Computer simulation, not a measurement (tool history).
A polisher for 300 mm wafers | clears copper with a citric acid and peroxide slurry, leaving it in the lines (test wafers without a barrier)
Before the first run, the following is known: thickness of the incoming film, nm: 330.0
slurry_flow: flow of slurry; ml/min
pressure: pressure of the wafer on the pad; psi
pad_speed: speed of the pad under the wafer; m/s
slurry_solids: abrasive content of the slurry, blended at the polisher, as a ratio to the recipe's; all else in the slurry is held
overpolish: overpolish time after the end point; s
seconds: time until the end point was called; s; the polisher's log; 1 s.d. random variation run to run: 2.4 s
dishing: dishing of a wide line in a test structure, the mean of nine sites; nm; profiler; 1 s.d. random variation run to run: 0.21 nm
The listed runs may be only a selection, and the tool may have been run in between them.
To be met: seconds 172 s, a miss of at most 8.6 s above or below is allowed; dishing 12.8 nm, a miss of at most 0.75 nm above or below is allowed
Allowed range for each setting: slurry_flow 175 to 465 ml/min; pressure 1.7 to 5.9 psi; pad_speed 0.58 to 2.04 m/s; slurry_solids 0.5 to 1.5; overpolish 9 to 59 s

run 1 hour=0 | slurry_flow=295 pressure=3.8 pad_speed=1.3 slurry_solids=1 overpolish=30 | seconds=100.34 dishing=55.672
run 2 hour=2.9 | slurry_flow=295 pressure=3.8 pad_speed=1.3 slurry_solids=1.15 overpolish=30 | seconds=97.278 dishing=56.252
run 3 hour=8.4 | slurry_flow=330 pressure=3.8 pad_speed=1.3 slurry_solids=1.15 overpolish=30 | seconds=95.202 dishing=57.318
run 4 hour=9.8 | slurry_flow=305 pressure=3.1 pad_speed=1.18 slurry_solids=1.25 overpolish=23 | seconds=120.55 dishing=37.262
run 5 hour=10.5 | slurry_flow=305 pressure=3.1 pad_speed=1.18 slurry_solids=1.45 overpolish=23 | seconds=118.06 dishing=39.038
run 6 hour=17.8 | slurry_flow=365 pressure=3.1 pad_speed=1.18 slurry_solids=1.45 overpolish=23 | seconds=113.5 dishing=40.349
run 7 hour=20.6 | slurry_flow=300 pressure=2.6 pad_speed=1.2 slurry_solids=1.1 overpolish=18 | seconds=135 dishing=28.482
run 8 hour=27.3 | slurry_flow=255 pressure=2.3 pad_speed=1.2 slurry_solids=0.9 overpolish=15 | seconds=152.2 dishing=21.154
run 9 hour=28.5 | slurry_flow=175 pressure=1.8 pad_speed=1.28 slurry_solids=0.65 overpolish=9 | seconds=180.4 dishing=10.811
run 10 hour=31.3 | slurry_flow=195 pressure=1.8 pad_speed=1.28 slurry_solids=0.65 overpolish=9 | seconds=178.36 dishing=11.253
run 11 hour=33.7 | slurry_flow=210 pressure=1.8 pad_speed=1.28 slurry_solids=0.65 overpolish=9 | seconds=175.19 dishing=11.51
run 12 hour=40.3 | slurry_flow=220 pressure=1.9 pad_speed=1.28 slurry_solids=0.65 overpolish=13 | seconds=166.43 dishing=16.273
run 13 hour=45.5 | slurry_flow=205 pressure=1.9 pad_speed=1.28 slurry_solids=0.65 overpolish=12 | seconds=170.43 dishing=15.205
run 14 hour=49.6 | slurry_flow=200 pressure=1.9 pad_speed=1.3 slurry_solids=0.7 overpolish=11 | seconds=163.28 dishing=14.363
-- hour=53.9 head pressure recalibrated
run 15 hour=53.9 | slurry_flow=195 pressure=1.9 pad_speed=1.3 slurry_solids=0.7 overpolish=11 | seconds=160.65 dishing=14.846
run 16 hour=60.9 | slurry_flow=195 pressure=1.9 pad_speed=1.28 slurry_solids=0.7 overpolish=11 | seconds=161.51 dishing=14.49
run 17 hour=65 | slurry_flow=190 pressure=1.9 pad_speed=1.26 slurry_solids=0.7 overpolish=11 | seconds=165.75 dishing=14.698
run 18 hour=71 | slurry_flow=200 pressure=1.8 pad_speed=1.28 slurry_solids=0.7 overpolish=11 | seconds=166.13 dishing=14.326
run 19 hour=76.3 | slurry_flow=280 pressure=1.7 pad_speed=1.22 slurry_solids=0.7 overpolish=9 | seconds=176.94 dishing=11.311
run 20 hour=77.7 | slurry_flow=275 pressure=1.8 pad_speed=1.22 slurry_solids=0.7 overpolish=9 | seconds=170.64 dishing=11.807
run 21 hour=85.8 | slurry_flow=265 pressure=1.8 pad_speed=1.22 slurry_solids=0.7 overpolish=9 | seconds=165.94 dishing=11.698

Consider the 5 candidate settings below. Which is the only one whose results all fall within their allowed miss of target?
run A hour=93.9 | slurry_flow=280 pressure=2.1 pad_speed=1.28 slurry_solids=0.65 overpolish=9 | seconds=? dishing=?
run B hour=93.9 | slurry_flow=215 pressure=1.7 pad_speed=1.28 slurry_solids=0.5 overpolish=9 | seconds=? dishing=?
run C hour=93.9 | slurry_flow=230 pressure=1.9 pad_speed=1.1 slurry_solids=0.65 overpolish=9 | seconds=? dishing=?
run D hour=93.9 | slurry_flow=240 pressure=1.8 pad_speed=1.2 slurry_solids=0.7 overpolish=9 | seconds=? dishing=?
run E hour=93.9 | slurry_flow=175 pressure=1.7 pad_speed=1.3 slurry_solids=0.75 overpolish=10 | seconds=? dishing=?

move=A seconds=153.5 dishing=13.426
move=B seconds=183.46 dishing=11.314
move=C seconds=190.67 dishing=10.917
move=D seconds=177.18 dishing=11.701
move=E seconds=172.78 dishing=13.234
A: puts the biggest miss on target and leaves a different result outside tolerance
B: its largest miss is bigger than the last run's
C: its largest miss is bigger than the last run's
D: roughly where the last run was
E: each result inside its tolerance
The move that meets every target is E.
